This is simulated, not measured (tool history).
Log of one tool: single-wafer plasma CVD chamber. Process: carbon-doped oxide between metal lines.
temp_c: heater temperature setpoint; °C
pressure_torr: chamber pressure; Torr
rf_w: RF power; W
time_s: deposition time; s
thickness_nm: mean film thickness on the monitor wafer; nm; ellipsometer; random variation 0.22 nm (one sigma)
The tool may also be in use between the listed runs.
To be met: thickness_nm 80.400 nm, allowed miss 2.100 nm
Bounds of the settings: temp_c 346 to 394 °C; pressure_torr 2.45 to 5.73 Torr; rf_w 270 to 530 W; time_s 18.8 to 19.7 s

run 1 hour=0.0 | temp_c=370 pressure_torr=4.09 rf_w=400 time_s=19.7 | thickness_nm=93.894
run 2 hour=5.6 | temp_c=370 pressure_torr=4.04 rf_w=390 time_s=19.7 | thickness_nm=92.435
run 3 hour=10.6 | temp_c=370 pressure_torr=4.62 rf_w=390 time_s=19.7 | thickness_nm=94.000
run 4 hour=12.1 | temp_c=370 pressure_torr=4.56 rf_w=380 time_s=19.7 | thickness_nm=93.104
run 5 hour=18.9 | temp_c=359 pressure_torr=4.56 rf_w=380 time_s=19.7 | thickness_nm=95.097
run 6 hour=21.7 | temp_c=370 pressure_torr=4.56 rf_w=380 time_s=19.7 | thickness_nm=92.525
run 7 hour=29.2 | temp_c=370 pressure_torr=4.56 rf_w=380 time_s=19.7 | thickness_nm=93.021
run 8 hour=37.7 | temp_c=370 pressure_torr=4.46 rf_w=370 time_s=19.7 | thickness_nm=91.572
run 9 hour=39.1 | temp_c=370 pressure_torr=4.41 rf_w=360 time_s=19.6 | thickness_nm=89.998
run 10 hour=42.4 | temp_c=370 pressure_torr=4.37 rf_w=350 time_s=19.5 | thickness_nm=87.918
run 11 hour=45.1 | temp_c=370 pressure_torr=4.32 rf_w=345 time_s=19.5 | thickness_nm=87.429
run 12 hour=51.4 | temp_c=370 pressure_torr=4.28 rf_w=340 time_s=19.5 | thickness_nm=86.871
run 13 hour=56.6 | temp_c=370 pressure_torr=4.25 rf_w=335 time_s=19.5 | thickness_nm=86.087
run 14 hour=60.8 | temp_c=370 pressure_torr=4.21 rf_w=330 time_s=19.5 | thickness_nm=85.489
run 15 hour=63.2 | temp_c=370 pressure_torr=4.18 rf_w=325 time_s=19.5 | thickness_nm=84.392

4 next moves are on the table. One of them brings every result within its allowed miss. Which?
run A hour=65.6 | temp_c=363 pressure_torr=4.36 rf_w=335 time_s=19.7 | thickness_nm=?
run B hour=65.6 | temp_c=369 pressure_torr=4.20 rf_w=315 time_s=19.7 | thickness_nm=?
run C hour=65.6 | temp_c=379 pressure_torr=4.23 rf_w=330 time_s=18.8 | thickness_nm=?
run D hour=65.6 | temp_c=381 pressure_torr=4.05 rf_w=385 time_s=19.0 | thickness_nm=?

move=A thickness_nm=88.827
move=B thickness_nm=85.001
move=C thickness_nm=81.284
move=D thickness_nm=87.057
A: further off than the last run
B: further off than the last run
C: meets every target
D: further off than the last run
Answer: C
